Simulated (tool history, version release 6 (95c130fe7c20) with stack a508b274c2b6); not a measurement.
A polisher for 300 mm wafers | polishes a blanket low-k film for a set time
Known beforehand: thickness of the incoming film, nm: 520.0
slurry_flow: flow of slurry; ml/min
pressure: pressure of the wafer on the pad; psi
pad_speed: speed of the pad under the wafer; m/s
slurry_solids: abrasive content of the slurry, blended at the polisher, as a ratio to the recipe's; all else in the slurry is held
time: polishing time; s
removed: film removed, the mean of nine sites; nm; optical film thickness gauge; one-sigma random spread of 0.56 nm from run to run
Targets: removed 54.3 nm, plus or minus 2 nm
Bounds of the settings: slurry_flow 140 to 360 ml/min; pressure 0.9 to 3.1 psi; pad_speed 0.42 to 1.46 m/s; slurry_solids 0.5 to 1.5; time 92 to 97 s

{"run": 1, "day": 0.0, "slurry_flow": 230, "pressure": 2, "pad_speed": 0.94, "slurry_solids": 1, "time": 92, "removed": 33.117}
{"run": 2, "day": 0.05, "slurry_flow": 265, "pressure": 2, "pad_speed": 0.94, "slurry_solids": 1, "time": 92, "removed": 33.188}
{"run": 3, "day": 0.112, "slurry_flow": 265, "pressure": 2, "pad_speed": 0.94, "slurry_solids": 1, "time": 97, "removed": 34.874}
{"run": 4, "day": 0.225, "slurry_flow": 265, "pressure": 2, "pad_speed": 0.94, "slurry_solids": 1, "time": 92, "removed": 33.468}
{"run": 5, "day": 0.408, "slurry_flow": 265, "pressure": 2.1, "pad_speed": 0.94, "slurry_solids": 1, "time": 92, "removed": 35.207}
{"run": 6, "day": 0.75, "slurry_flow": 265, "pressure": 2.1, "pad_speed": 1.02, "slurry_solids": 1, "time": 92, "removed": 36.395}
{"run": 7, "day": 0.854, "slurry_flow": 270, "pressure": 2.7, "pad_speed": 1.06, "slurry_solids": 1, "time": 92, "removed": 47.613}
{"run": 8, "day": 1.05, "slurry_flow": 270, "pressure": 2.9, "pad_speed": 1.06, "slurry_solids": 1, "time": 92, "removed": 50.449}
{"run": 9, "day": 1.175, "slurry_flow": 270, "pressure": 2.9, "pad_speed": 1.06, "slurry_solids": 1, "time": 92, "removed": 50.604}

Which one of the following 5 next-run settings gets every result inside its allowed miss? There is exactly one.
{"run": "A", "day": 1.3, "slurry_flow": 260, "pressure": 2.9, "pad_speed": 0.84, "slurry_solids": 1.2, "time": 92, "removed": "?"}
{"run": "B", "day": 1.3, "slurry_flow": 320, "pressure": 2.5, "pad_speed": 1.26, "slurry_solids": 1.15, "time": 95, "removed": "?"}
{"run": "C", "day": 1.3, "slurry_flow": 230, "pressure": 3, "pad_speed": 1.2, "slurry_solids": 1, "time": 96, "removed": "?"}
{"run": "D", "day": 1.3, "slurry_flow": 280, "pressure": 2.7, "pad_speed": 1.1, "slurry_solids": 0.95, "time": 92, "removed": "?"}
{"run": "E", "day": 1.3, "slurry_flow": 300, "pressure": 2.8, "pad_speed": 1, "slurry_solids": 1, "time": 92, "removed": "?"}

move=A removed=47.131
move=B removed=53.808
move=C removed=58.169
move=D removed=47.736
move=E removed=47.851
A: the biggest miss grows against the last run
B: every result within its allowed miss
C: pushes the last run's worst result past its target
D: the biggest miss grows against the last run
E: the biggest miss grows against the last run
Go with B: it meets all targets.
